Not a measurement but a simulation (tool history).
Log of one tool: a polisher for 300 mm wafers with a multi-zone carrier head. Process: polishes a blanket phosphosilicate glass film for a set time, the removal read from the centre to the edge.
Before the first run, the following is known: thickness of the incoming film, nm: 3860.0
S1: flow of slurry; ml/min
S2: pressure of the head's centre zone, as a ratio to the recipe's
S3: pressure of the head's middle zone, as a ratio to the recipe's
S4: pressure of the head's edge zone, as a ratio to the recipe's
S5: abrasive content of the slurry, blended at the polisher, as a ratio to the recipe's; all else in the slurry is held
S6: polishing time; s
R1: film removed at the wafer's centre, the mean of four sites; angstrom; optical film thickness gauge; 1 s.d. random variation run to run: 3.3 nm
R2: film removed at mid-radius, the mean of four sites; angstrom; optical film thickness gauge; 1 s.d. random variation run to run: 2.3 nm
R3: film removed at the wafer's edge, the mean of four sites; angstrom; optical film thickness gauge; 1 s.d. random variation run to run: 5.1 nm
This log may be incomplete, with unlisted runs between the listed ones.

| run | hour | S1 | S2 | S3 | S4 | S5 | S6 | R1 | R2 | R3 |
|---|---|---|---|---|---|---|---|---|---|---|
| 1 | 0 | 145 | 1 | 1 | 1 | 1 | 66 | 5048.9 | 5177.7 | 5020.5 |
| 2 | 1.9 | 135 | 0.97 | 0.99 | 0.99 | 0.95 | 66 | 4660 | 4934.7 | 4897.2 |
| 3 | 6.6 | 135 | 0.97 | 0.99 | 0.99 | 1.1 | 66 | 4900.2 | 5187.4 | 5150.2 |
| 4 | 14.8 | 135 | 0.97 | 0.99 | 0.99 | 1.1 | 50 | 3714.4 | 3915.8 | 3886 |
| 5 | 17.5 | 135 | 0.97 | 0.99 | 0.99 | 1.2 | 50 | 3797.7 | 4102.6 | 3959.8 |
| 6 | 18.1 | 130 | 0.95 | 0.99 | 0.99 | 1.2 | 50 | 3678.1 | 4005.9 | 4062 |
| 7 | 25.2 | 125 | 0.94 | 0.99 | 0.97 | 1.2 | 50 | 3623.7 | 4006.3 | 3966.1 |

What will run 8 give?
| 8 | 32.3 | 125 | 0.94 | 0.99 | 0.97 | 1.2 | 50 | ? | ? | ? |

{"run 8": {"R1": 3612.9, "R2": 3997, "R3": 3867}}
